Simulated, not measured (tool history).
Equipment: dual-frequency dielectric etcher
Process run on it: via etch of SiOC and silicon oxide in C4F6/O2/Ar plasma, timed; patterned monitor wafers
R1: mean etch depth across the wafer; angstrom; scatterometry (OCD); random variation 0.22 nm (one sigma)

Run 1, hour 0: source power (W) 480, bias power (W) 193, etch time (s) 60. Result: R1 700.68 angstrom.
Run 2, hour 1.7: source power (W) 480, bias power (W) 218, etch time (s) 60. Result: R1 730.53 angstrom.
Run 3, hour 3.3: source power (W) 530, bias power (W) 218, etch time (s) 60. Result: R1 763.27 angstrom.
Run 4, hour 6.7: source power (W) 530, bias power (W) 218, etch time (s) 60. Result: R1 763.61 angstrom.
Run 5, hour 15.3: source power (W) 460, bias power (W) 218, etch time (s) 60. Result: R1 720.38 angstrom.
Run 6, hour 16.5: source power (W) 410, bias power (W) 213, etch time (s) 60. Result: R1 677.13 angstrom.
Run 7, hour 19.3: source power (W) 380, bias power (W) 211, etch time (s) 60. Result: R1 657.86 angstrom.

For run 8, what comes out?
Run 8, hour 25.2: source power (W) 310, bias power (W) 205, etch time (s) 60. Result: R1 ?.

R1: 610.21 angstrom
